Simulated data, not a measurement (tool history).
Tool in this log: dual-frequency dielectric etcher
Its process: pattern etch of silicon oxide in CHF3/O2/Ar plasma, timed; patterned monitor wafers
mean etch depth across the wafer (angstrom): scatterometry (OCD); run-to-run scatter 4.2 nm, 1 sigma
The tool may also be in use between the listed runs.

run	hour	source power (W)	bias power (W)	etch time (s)	mean etch depth across the wafer (angstrom)
1	0.0	720	212	706.5	15093
2	6.3	720	192	706.5	14438
3	8.5	680	190	706.5	14056
4	14.1	760	190	706.5	14792
5	16.1	760	170	706.5	14267
6	22.8	730	169	706.5	14059
7	25.5	700	168	706.5	13686
8	30.4	680	167	706.5	13400
9	32.9	660	167	706.5	13280
10	41.3	640	167	706.5	13105
11	44.5	620	167	706.5	12806

Expected results for the next run?
12	47.8	610	167	706.5	?

Run 12 produced mean etch depth across the wafer (angstrom) 12669.
